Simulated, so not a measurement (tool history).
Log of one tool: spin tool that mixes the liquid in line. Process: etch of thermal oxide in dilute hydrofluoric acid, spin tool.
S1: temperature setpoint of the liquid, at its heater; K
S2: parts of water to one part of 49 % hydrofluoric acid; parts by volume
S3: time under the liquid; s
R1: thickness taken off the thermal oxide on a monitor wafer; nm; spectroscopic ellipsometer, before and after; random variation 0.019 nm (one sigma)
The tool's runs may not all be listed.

run 1 hour=0 | S1=295.15 S2=70 S3=75 | R1=4.9557
run 2 hour=6.5 | S1=298.65 S2=70 S3=75 | R1=5.7288
run 3 hour=12.8 | S1=296.65 S2=75 S3=75 | R1=4.9033
run 4 hour=16.8 | S1=296.65 S2=55 S3=75 | R1=6.8864
run 5 hour=19.4 | S1=295.15 S2=60 S3=75 | R1=5.8281
run 6 hour=20.2 | S1=293.65 S2=65 S3=75 | R1=5.0125
run 7 hour=28.3 | S1=292.65 S2=70 S3=75 | R1=4.4597

The next listed run, before its measurement:
run 8 hour=33.2 | S1=292.65 S2=70 S3=75 | R1=?

R1: 4.4689 nm
